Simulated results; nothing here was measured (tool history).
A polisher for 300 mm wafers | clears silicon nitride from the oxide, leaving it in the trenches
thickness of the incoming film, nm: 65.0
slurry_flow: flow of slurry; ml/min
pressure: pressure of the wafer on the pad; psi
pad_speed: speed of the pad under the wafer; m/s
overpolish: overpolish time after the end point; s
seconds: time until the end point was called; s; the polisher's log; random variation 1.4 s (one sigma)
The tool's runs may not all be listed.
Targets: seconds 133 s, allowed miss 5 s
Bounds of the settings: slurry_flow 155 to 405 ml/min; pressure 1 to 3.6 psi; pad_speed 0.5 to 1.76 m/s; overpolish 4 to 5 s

run	hour	slurry_flow	pressure	pad_speed	overpolish	seconds
1	0	260	2.3	1.12	5	84.08
2	5.9	260	2.1	1.12	5	90.75
3	14.7	260	1.9	1.12	5	99.947
4	17	260	1.8	1.12	5	104.92
5	18.6	260	1.7	1.12	5	109.78
6	21.3	260	1.7	1.12	5	110.22
7	27.4	260	1.6	1.12	5	117.71
8	30.3	260	1.5	1.12	5	121.88
9	38.8	260	1.3	1.12	5	136.12

Which of these 4 next moves meets every target?
A	47.3	270	1.3	1.16	5	?
B	47.3	185	1.3	1.1	5	?
C	47.3	280	1.4	1.16	5	?
D	47.3	250	1	1.32	4	?

move	seconds
A	132.84
B	145.11
C	124.48
D	145.9
A: meets every target
B: further off than the last run
C: takes the result that was furthest off past its target
D: further off than the last run
Answer: A

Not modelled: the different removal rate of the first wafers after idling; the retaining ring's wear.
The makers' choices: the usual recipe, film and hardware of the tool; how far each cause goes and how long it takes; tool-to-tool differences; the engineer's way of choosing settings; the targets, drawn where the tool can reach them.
